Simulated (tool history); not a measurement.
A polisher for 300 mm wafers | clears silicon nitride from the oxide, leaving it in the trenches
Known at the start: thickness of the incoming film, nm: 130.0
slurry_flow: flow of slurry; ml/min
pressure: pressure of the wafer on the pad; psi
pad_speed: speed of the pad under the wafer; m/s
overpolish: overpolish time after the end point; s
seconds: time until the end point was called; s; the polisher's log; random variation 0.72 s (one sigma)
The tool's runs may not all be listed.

| run | hour | slurry_flow | pressure | pad_speed | overpolish | seconds |
|---|---|---|---|---|---|---|
| 1 | 0 | 265 | 3.1 | 1.28 | 38 | 83.406 |
| 2 | 7.3 | 265 | 3.4 | 1.28 | 38 | 75.444 |
| 3 | 14.5 | 265 | 3.6 | 1.28 | 38 | 72.27 |
| 4 | 20.4 | 265 | 3.1 | 1.28 | 38 | 81.599 |
| 5 | 22.8 | 265 | 3.4 | 1.3 | 38 | 74.727 |
| 6 | 27.7 | 265 | 3.4 | 1.3 | 38 | 73.545 |
| 7 | 33 | 265 | 3.6 | 1.3 | 38 | 69.297 |
| 8 | 37.6 | 265 | 3.8 | 1.3 | 38 | 66.635 |
| 9 | 41.7 | 265 | 4 | 1.3 | 38 | 62.835 |
| 10 | 46.3 | 265 | 4.1 | 1.3 | 38 | 63.435 |

Run 11 comes next. What will it give?
| 11 | 51.5 | 265 | 4.1 | 1.3 | 38 | ? |

seconds: 62.219 s

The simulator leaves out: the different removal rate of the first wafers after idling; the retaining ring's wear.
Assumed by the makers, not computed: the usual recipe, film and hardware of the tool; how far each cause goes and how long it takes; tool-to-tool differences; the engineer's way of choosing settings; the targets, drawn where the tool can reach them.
